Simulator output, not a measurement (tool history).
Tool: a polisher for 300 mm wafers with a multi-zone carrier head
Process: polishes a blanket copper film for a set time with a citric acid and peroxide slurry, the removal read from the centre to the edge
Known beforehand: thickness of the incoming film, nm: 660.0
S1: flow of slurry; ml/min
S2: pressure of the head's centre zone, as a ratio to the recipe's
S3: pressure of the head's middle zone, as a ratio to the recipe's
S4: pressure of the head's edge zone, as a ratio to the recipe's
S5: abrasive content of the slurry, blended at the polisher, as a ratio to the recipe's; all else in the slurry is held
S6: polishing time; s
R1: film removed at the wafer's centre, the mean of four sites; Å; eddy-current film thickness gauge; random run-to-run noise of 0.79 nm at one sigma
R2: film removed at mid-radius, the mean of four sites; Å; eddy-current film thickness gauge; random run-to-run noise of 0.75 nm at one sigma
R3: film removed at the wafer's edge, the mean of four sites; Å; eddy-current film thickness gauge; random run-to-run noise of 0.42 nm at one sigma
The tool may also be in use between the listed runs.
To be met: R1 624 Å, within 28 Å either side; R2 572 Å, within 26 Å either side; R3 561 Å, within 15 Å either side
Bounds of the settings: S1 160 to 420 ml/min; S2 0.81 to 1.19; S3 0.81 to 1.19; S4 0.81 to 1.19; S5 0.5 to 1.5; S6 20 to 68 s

run	day	S1	S2	S3	S4	S5	S6	R1	R2	R3
1	0	270	1	1	1	1	44	830.7	813.91	824.16
2	0.083	270	1	1	0.99	0.95	43	811.27	764.85	793.89
3	0.254	270	1	1	0.92	0.95	43	801	764.37	777
4	0.304	270	1	1	0.96	0.95	43	810.72	762.41	791.51
5	0.629	270	1	0.94	0.96	0.95	43	819.86	708.91	791.79
6	0.929	270	1	0.94	0.96	0.95	49	901.21	833.34	890.44
7	1.229	255	0.98	1.04	0.86	0.7	37	619.35	624.45	583.76
8	1.471	250	0.98	1.03	0.86	0.7	37	611.98	608.12	586.73

Of the 4 settings listed for the next run, only one would bring every result within its allowed miss of target. Which one?
A	1.712	250	1.02	1.1	0.94	0.65	37	?	?	?
B	1.712	325	1.01	0.97	0.84	0.75	34	?	?	?
C	1.712	285	1	1.19	0.85	0.7	35	?	?	?
D	1.712	295	0.99	1.09	0.81	0.7	36	?	?	?

move	R1	R2	R3
A	637.3	645.06	601.8
B	623.78	571.92	561.86
C	614.92	677.98	562.42
D	628.28	649.1	569.12
A: further off than the last run
B: every result lands within tolerance
C: the worst result of the last run now meets its target, but another is out of spec
D: the worst result of the last run now meets its target, but another is out of spec
So the answer is move B, the one that meets all the targets.

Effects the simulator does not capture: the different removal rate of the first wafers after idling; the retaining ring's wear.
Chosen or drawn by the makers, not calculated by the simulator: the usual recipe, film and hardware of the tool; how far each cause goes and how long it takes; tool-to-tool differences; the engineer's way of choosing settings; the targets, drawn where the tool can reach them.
